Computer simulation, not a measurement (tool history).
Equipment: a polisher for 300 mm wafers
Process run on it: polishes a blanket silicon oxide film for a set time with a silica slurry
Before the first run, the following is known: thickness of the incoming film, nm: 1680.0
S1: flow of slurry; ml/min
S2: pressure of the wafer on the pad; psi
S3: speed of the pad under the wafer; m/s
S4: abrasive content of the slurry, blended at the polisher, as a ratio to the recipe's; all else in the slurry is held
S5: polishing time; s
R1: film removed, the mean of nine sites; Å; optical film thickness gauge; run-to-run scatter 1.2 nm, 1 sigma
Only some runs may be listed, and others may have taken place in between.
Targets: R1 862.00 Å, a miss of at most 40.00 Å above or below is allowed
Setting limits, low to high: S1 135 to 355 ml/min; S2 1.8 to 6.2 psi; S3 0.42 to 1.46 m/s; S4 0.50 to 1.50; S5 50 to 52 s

{"run": 1, "hour": 0.0, "S1": 225, "S2": 4.0, "S3": 0.94, "S4": 1.0, "S5": 50, "R1": 1139.1}
{"run": 2, "hour": 2.5, "S1": 225, "S2": 3.7, "S3": 0.94, "S4": 1.0, "S5": 50, "R1": 1108.0}
{"run": 3, "hour": 6.4, "S1": 225, "S2": 3.4, "S3": 0.94, "S4": 1.0, "S5": 50, "R1": 980.18}
{"run": 4, "hour": 9.1, "S1": 225, "S2": 3.3, "S3": 0.94, "S4": 1.0, "S5": 50, "R1": 967.13}
{"run": 5, "hour": 11.6, "S1": 225, "S2": 3.2, "S3": 0.94, "S4": 1.0, "S5": 50, "R1": 940.73}
{"run": 6, "hour": 18.1, "S1": 225, "S2": 3.2, "S3": 0.94, "S4": 1.0, "S5": 52, "R1": 965.53}
{"run": 7, "hour": 25.0, "S1": 225, "S2": 3.1, "S3": 0.94, "S4": 1.0, "S5": 52, "R1": 950.82}
{"run": 8, "hour": 28.9, "S1": 225, "S2": 3.0, "S3": 0.94, "S4": 1.0, "S5": 52, "R1": 923.26}

Below are 4 possible settings for the next run. Only one of them brings all results inside the allowed miss of their targets. Which is it?
{"run": "A", "hour": 32.8, "S1": 190, "S2": 3.2, "S3": 1.0, "S4": 1.0, "S5": 52, "R1": "?"}
{"run": "B", "hour": 32.8, "S1": 240, "S2": 2.5, "S3": 0.92, "S4": 1.45, "S5": 50, "R1": "?"}
{"run": "C", "hour": 32.8, "S1": 240, "S2": 3.7, "S3": 0.74, "S4": 1.2, "S5": 52, "R1": "?"}
{"run": "D", "hour": 32.8, "S1": 215, "S2": 3.3, "S3": 0.9, "S4": 1.0, "S5": 52, "R1": "?"}

move=A R1=1037.90
move=B R1=889.25
move=C R1=1027.90
move=D R1=994.14
A: the biggest miss grows against the last run
B: all results in spec
C: the biggest miss grows against the last run
D: the biggest miss grows against the last run
So the answer is move B, the one that meets all the targets.

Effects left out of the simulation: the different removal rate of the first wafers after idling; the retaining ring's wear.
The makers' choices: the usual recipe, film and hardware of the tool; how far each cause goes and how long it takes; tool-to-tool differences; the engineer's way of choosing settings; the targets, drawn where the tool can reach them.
